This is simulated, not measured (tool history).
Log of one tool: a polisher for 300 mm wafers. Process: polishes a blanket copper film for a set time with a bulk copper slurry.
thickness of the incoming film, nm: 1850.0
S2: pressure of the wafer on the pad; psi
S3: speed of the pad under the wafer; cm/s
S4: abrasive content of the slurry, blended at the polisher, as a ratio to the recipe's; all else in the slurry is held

Run 1, hour 0.0: flow of slurry (ml/min) 155, S2 2.8 psi, S3 96 cm/s, S4 1.0, polishing time (s) 107. Result: film removed (angstrom) 8815.9.
Run 2, hour 4.5: flow of slurry (ml/min) 155, S2 2.9 psi, S3 96 cm/s, S4 1.0, polishing time (s) 107. Result: film removed (angstrom) 9053.5.
Run 3, hour 10.4: flow of slurry (ml/min) 155, S2 2.9 psi, S3 96 cm/s, S4 0.9, polishing time (s) 107. Result: film removed (angstrom) 8772.8.
Run 4, hour 13.6: flow of slurry (ml/min) 155, S2 3.0 psi, S3 96 cm/s, S4 0.9, polishing time (s) 107. Result: film removed (angstrom) 9087.8.
Run 5, hour 14.5: flow of slurry (ml/min) 155, S2 3.0 psi, S3 96 cm/s, S4 0.9, polishing time (s) 112. Result: film removed (angstrom) 9517.7.
Run 6, hour 19.6: flow of slurry (ml/min) 190, S2 3.0 psi, S3 96 cm/s, S4 0.9, polishing time (s) 112. Result: film removed (angstrom) 9862.0.

Run 7 comes next. What will it give?
Run 7, hour 24.3: flow of slurry (ml/min) 190, S2 3.2 psi, S3 96 cm/s, S4 0.9, polishing time (s) 112. Result: film removed (angstrom) ?.

film removed (angstrom): 10431.0
